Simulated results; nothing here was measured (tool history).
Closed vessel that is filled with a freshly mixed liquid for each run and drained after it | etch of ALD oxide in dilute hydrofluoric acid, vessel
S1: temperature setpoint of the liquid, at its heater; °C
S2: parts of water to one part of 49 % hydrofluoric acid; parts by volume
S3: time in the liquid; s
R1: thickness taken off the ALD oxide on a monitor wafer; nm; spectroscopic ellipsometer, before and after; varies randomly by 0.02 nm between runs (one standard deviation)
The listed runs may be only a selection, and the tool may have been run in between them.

run 1 hour=0.0 | S1=25.0 S2=215 S3=175 | R1=10.8190
run 2 hour=8.0 | S1=22.5 S2=245 S3=175 | R1=8.3736
run 3 hour=10.9 | S1=22.5 S2=180 S3=175 | R1=12.1500
run 4 hour=13.8 | S1=25.5 S2=180 S3=175 | R1=13.7340
run 5 hour=18.8 | S1=23.0 S2=220 S3=175 | R1=9.7510
run 6 hour=23.3 | S1=21.5 S2=245 S3=175 | R1=8.0311
run 7 hour=30.9 | S1=20.0 S2=265 S3=175 | R1=6.9199
run 8 hour=34.1 | S1=19.0 S2=280 S3=175 | R1=6.2238
run 9 hour=42.6 | S1=18.5 S2=290 S3=175 | R1=5.8810
run 10 hour=51.0 | S1=18.0 S2=300 S3=175 | R1=5.5263
run 11 hour=53.5 | S1=17.5 S2=310 S3=175 | R1=5.1748

Run 12 comes next. What will it give?
run 12 hour=59.2 | S1=17.5 S2=315 S3=175 | R1=?

R1: 5.0971 nm
